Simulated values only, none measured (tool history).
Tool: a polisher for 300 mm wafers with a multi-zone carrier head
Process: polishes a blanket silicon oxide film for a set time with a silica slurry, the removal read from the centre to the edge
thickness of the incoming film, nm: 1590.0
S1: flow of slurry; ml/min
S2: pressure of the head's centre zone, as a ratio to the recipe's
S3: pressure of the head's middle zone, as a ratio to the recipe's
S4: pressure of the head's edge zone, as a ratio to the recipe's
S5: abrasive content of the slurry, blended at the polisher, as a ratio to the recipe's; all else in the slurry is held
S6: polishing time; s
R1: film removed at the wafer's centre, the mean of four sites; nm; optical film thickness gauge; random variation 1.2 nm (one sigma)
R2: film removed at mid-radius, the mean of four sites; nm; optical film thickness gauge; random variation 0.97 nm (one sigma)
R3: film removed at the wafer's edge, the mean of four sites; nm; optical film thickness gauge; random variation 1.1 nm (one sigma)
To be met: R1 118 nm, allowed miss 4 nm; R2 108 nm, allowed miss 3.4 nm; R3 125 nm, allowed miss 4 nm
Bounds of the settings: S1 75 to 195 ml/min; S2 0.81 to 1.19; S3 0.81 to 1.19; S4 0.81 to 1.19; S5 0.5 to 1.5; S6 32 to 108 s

run  hour   S1    S2    S3    S4    S5  S6      R1      R2      R3
  1     0  125     1     1     1     1  70  185.65  182.41   186.5
  2   7.9  125     1     1     1     1  85  223.42  220.87  225.63
  3  15.2  125     1  0.97     1     1  85  228.07  214.98  224.21
  4  20.2  105     1  0.97     1     1  85  217.76  205.87   220.6
  5  26.9  100  0.98  0.94  0.97   0.9  81  193.85  182.13  194.63
  6  31.7  100  0.91  0.94  0.97   0.9  81  182.04  181.09  195.83
  7  40.5   95   0.9  0.91  0.96   0.8  77  158.19  157.96  175.58
  8  46.1   85  0.96  0.81  0.86  0.55  64  110.78  95.941  112.24
  9  53.5   95  0.95  0.82  0.87  0.55  64  113.55   97.78  113.29
 10  59.5  100  0.94  0.83  0.89  0.55  64  113.36   102.7  116.11
 11  62.9  105  0.94  0.83  0.91  0.55  64  114.31  101.41  117.33
 12  67.4  110  0.94  0.83  0.92  0.55  64  116.41  100.87  117.88
 13    73  110  0.93  0.84  0.93  0.55  64  116.89  105.03  120.38
 14  80.6  110  0.93  0.84  0.94  0.55  64  112.73  104.67  119.46
 15  89.6  115  0.93  0.84  0.95  0.55  64  116.93  104.92  123.31

Which of these 5 next moves meets every target?
  A  98.6   90  0.89  0.82  1.01  0.55  71   ?   ?   ?
  B  98.6  100  0.95  0.87  0.98   0.6  63   ?   ?   ?
  C  98.6  110  1.03  0.87  0.83  0.65  59   ?   ?   ?
  D  98.6  105     1  0.89  0.95  0.55  61   ?   ?   ?
  E  98.6   85  0.95   0.9  0.95  0.65  63   ?   ?   ?

move      R1      R2      R3
   A   116.8  108.55  134.16
   B  117.88  108.35  124.98
   C  126.25  107.89  115.19
   D  114.71  102.59   114.2
   E  119.02     113  126.14
A: brings the result that was furthest off to its target, and leaves another outside
B: meets every target
C: brings the result that was furthest off to its target, and leaves another outside
D: further off than the last run
E: takes the result that was furthest off past its target
Answer: B
